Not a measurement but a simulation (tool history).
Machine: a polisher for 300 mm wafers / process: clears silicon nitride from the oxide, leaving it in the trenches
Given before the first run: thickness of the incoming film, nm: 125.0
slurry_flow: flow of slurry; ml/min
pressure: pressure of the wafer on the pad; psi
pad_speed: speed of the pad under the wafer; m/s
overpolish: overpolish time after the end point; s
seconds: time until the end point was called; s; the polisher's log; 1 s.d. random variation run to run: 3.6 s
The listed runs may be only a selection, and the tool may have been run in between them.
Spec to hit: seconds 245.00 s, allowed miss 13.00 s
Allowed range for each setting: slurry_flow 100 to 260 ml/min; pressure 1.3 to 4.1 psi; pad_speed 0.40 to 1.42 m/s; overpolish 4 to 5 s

run 1 hour=0.0 | slurry_flow=165 pressure=2.7 pad_speed=0.90 overpolish=5 | seconds=131.07
run 2 hour=4.1 | slurry_flow=140 pressure=2.7 pad_speed=0.90 overpolish=5 | seconds=136.49
run 3 hour=8.2 | slurry_flow=140 pressure=2.7 pad_speed=1.12 overpolish=5 | seconds=110.89
run 4 hour=10.5 | slurry_flow=140 pressure=2.5 pad_speed=1.08 overpolish=5 | seconds=121.02
run 5 hour=18.3 | slurry_flow=140 pressure=2.5 pad_speed=1.08 overpolish=4 | seconds=122.83
run 6 hour=21.8 | slurry_flow=140 pressure=2.3 pad_speed=1.04 overpolish=4 | seconds=134.49
run 7 hour=30.6 | slurry_flow=140 pressure=2.2 pad_speed=1.00 overpolish=4 | seconds=139.53
run 8 hour=34.9 | slurry_flow=135 pressure=2.1 pad_speed=0.96 overpolish=4 | seconds=155.29
run 9 hour=36.6 | slurry_flow=135 pressure=2.1 pad_speed=0.96 overpolish=4 | seconds=157.40
run 10 hour=44.1 | slurry_flow=135 pressure=2.0 pad_speed=0.94 overpolish=4 | seconds=163.55
run 11 hour=52.6 | slurry_flow=135 pressure=1.9 pad_speed=0.92 overpolish=4 | seconds=170.15
run 12 hour=61.1 | slurry_flow=135 pressure=1.9 pad_speed=0.92 overpolish=4 | seconds=174.59
run 13 hour=61.8 | slurry_flow=135 pressure=1.8 pad_speed=0.90 overpolish=4 | seconds=176.81
run 14 hour=70.2 | slurry_flow=125 pressure=1.3 pad_speed=0.68 overpolish=4 | seconds=290.52
run 15 hour=78.7 | slurry_flow=130 pressure=1.4 pad_speed=0.68 overpolish=4 | seconds=282.15

5 next moves are on the table. One of them brings every result within its allowed miss. Which?
run A hour=87.2 | slurry_flow=225 pressure=1.5 pad_speed=0.50 overpolish=4 | seconds=?
run B hour=87.2 | slurry_flow=110 pressure=1.7 pad_speed=0.80 overpolish=4 | seconds=?
run C hour=87.2 | slurry_flow=155 pressure=1.3 pad_speed=0.66 overpolish=5 | seconds=?
run D hour=87.2 | slurry_flow=110 pressure=1.5 pad_speed=0.78 overpolish=5 | seconds=?
run E hour=87.2 | slurry_flow=150 pressure=1.3 pad_speed=0.52 overpolish=5 | seconds=?

move=A seconds=324.66
move=B seconds=212.36
move=C seconds=283.04
move=D seconds=234.54
move=E seconds=357.04
A: further off than the last run
B: carries the result that was furthest off beyond its target, to the other side
C: no nearer and no further than the last run
D: all results land within tolerance of their targets
E: further off than the last run
The move that meets every target is D.

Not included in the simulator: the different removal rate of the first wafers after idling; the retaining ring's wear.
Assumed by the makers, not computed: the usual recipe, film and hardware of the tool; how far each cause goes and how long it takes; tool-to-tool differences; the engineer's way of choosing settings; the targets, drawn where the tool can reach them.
